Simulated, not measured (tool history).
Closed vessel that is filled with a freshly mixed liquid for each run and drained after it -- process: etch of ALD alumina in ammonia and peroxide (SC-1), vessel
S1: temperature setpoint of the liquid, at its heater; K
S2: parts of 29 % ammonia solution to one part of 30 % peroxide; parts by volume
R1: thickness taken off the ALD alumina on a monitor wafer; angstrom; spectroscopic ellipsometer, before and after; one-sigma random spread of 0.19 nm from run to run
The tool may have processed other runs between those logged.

run 1 hour=0.0 | S1=332.15 S2=0.55 time_in_the_liquid_(s)=310 | R1=370.57
run 2 hour=6.1 | S1=331.15 S2=0.55 time_in_the_liquid_(s)=310 | R1=355.54
run 3 hour=13.8 | S1=331.15 S2=0.45 time_in_the_liquid_(s)=310 | R1=342.50
run 4 hour=16.2 | S1=330.15 S2=0.45 time_in_the_liquid_(s)=310 | R1=329.21
run 5 hour=24.9 | S1=330.15 S2=0.45 time_in_the_liquid_(s)=335 | R1=354.74
run 6 hour=30.6 | S1=330.15 S2=0.30 time_in_the_liquid_(s)=335 | R1=345.87
run 7 hour=39.3 | S1=329.15 S2=0.30 time_in_the_liquid_(s)=335 | R1=323.27
-- hour=44.8 ammonia flow meter replaced
run 8 hour=44.8 | S1=328.65 S2=0.30 time_in_the_liquid_(s)=335 | R1=315.92
run 9 hour=49.9 | S1=328.15 S2=0.30 time_in_the_liquid_(s)=335 | R1=303.17
run 10 hour=53.6 | S1=327.65 S2=0.30 time_in_the_liquid_(s)=335 | R1=296.03

The next listed run, before its measurement:
run 11 hour=58.5 | S1=327.15 S2=0.30 time_in_the_liquid_(s)=335 | R1=?

For run 11 the tool returned R1 292.36 angstrom.
